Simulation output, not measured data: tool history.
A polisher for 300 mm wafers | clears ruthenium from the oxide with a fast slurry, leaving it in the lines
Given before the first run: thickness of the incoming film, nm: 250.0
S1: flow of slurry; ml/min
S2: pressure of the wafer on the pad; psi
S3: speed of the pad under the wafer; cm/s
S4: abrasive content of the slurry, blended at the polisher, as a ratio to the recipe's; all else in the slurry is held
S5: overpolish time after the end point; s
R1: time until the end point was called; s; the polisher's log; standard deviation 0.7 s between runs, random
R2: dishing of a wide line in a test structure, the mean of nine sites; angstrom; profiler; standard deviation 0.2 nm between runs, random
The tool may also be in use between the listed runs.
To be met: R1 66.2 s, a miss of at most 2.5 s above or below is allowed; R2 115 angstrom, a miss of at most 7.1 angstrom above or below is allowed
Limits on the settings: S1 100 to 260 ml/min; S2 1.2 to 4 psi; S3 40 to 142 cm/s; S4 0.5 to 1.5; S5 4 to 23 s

run	hour	S1	S2	S3	S4	S5	R1	R2
1	0	165	2.6	90	1	12	69.805	301.13
2	7.8	165	3.1	90	1	12	59.516	338.82
3	10.1	165	3.3	90	1	12	57.891	354.61
4	13.2	165	3.3	112	1	12	45.952	425.31
5	16.2	165	3	114	0.9	10	52.141	337.14
6	21	150	2.7	108	1.05	8	55.929	245.99
7	24.7	135	2.3	108	1.15	7	63.472	205.3
8	29.4	125	2.1	108	1.25	6	69.123	162.71
9	37.4	120	2	110	1.3	5	69.576	133.55
10	43.7	120	2	110	1.35	5	69.185	135.41
11	46.7	115	2	110	1.4	5	68.315	137.92
12	47.4	110	1.9	114	1.45	5	68.69	139.3
13	49.4	160	1.9	104	1.2	4	74.515	103.38
14	53.6	160	2	104	1.2	4	71.326	106.06

4 next moves are on the table. One of them brings every result within its allowed miss. Which?
A	57.8	175	1.6	106	1.3	5	?	?
B	57.8	125	2	94	1.05	4	?	?
C	57.8	185	2.5	92	1.1	4	?	?
D	57.8	175	1.9	92	1.25	4	?	?

move	R1	R2
A	79.903	117.12
B	85.913	88.154
C	67.053	111.89
D	81.164	93.129
A: misses by more than the last run did
B: misses by more than the last run did
C: each result inside its tolerance
D: misses by more than the last run did
The move that meets every target is C.
